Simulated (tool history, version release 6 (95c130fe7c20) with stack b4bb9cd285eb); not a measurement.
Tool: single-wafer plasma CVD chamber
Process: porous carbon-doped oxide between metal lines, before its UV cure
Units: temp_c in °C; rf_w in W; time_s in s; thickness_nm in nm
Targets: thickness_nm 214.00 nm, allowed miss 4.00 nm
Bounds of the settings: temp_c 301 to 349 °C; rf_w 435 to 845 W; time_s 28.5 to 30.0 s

Run 1, hour 0.0: temp_c 325 °C, rf_w 640 W, time_s 30.0 s. Result: thickness_nm 180.58 nm.
Run 2, hour 2.6: temp_c 319 °C, rf_w 665 W, time_s 30.0 s. Result: thickness_nm 190.18 nm.
Run 3, hour 6.6: temp_c 314 °C, rf_w 685 W, time_s 30.0 s. Result: thickness_nm 196.36 nm.
Run 4, hour 11.3: temp_c 311 °C, rf_w 705 W, time_s 30.0 s. Result: thickness_nm 202.53 nm.
Run 5, hour 13.5: temp_c 311 °C, rf_w 705 W, time_s 28.5 s. Result: thickness_nm 194.70 nm.
Run 6, hour 20.4: temp_c 316 °C, rf_w 705 W, time_s 28.5 s. Result: thickness_nm 188.72 nm.
Run 7, hour 26.1: temp_c 316 °C, rf_w 705 W, time_s 28.5 s. Result: thickness_nm 191.45 nm.
Run 8, hour 26.8: temp_c 313 °C, rf_w 730 W, time_s 28.6 s. Result: thickness_nm 197.12 nm.
Run 9, hour 31.8: temp_c 310 °C, rf_w 745 W, time_s 28.7 s. Result: thickness_nm 200.34 nm.
Run 10, hour 36.1: temp_c 308 °C, rf_w 765 W, time_s 28.8 s. Result: thickness_nm 207.47 nm.

5 next moves are on the table. One of them brings every result within its allowed miss. Which?
Run A, hour 40.4: temp_c 317 °C, rf_w 765 W, time_s 28.8 s. Result: thickness_nm ?.
Run B, hour 40.4: temp_c 323 °C, rf_w 835 W, time_s 28.8 s. Result: thickness_nm ?.
Run C, hour 40.4: temp_c 313 °C, rf_w 715 W, time_s 29.8 s. Result: thickness_nm ?.
Run D, hour 40.4: temp_c 314 °C, rf_w 775 W, time_s 30.0 s. Result: thickness_nm ?.
Run E, hour 40.4: temp_c 307 °C, rf_w 700 W, time_s 28.5 s. Result: thickness_nm ?.

move  thickness_nm
   A        200.87
   B        206.27
   C        202.93
   D        213.54
   E        197.28
A: further off than the last run
B: further off than the last run
C: further off than the last run
D: meets every target
E: further off than the last run
Answer: D
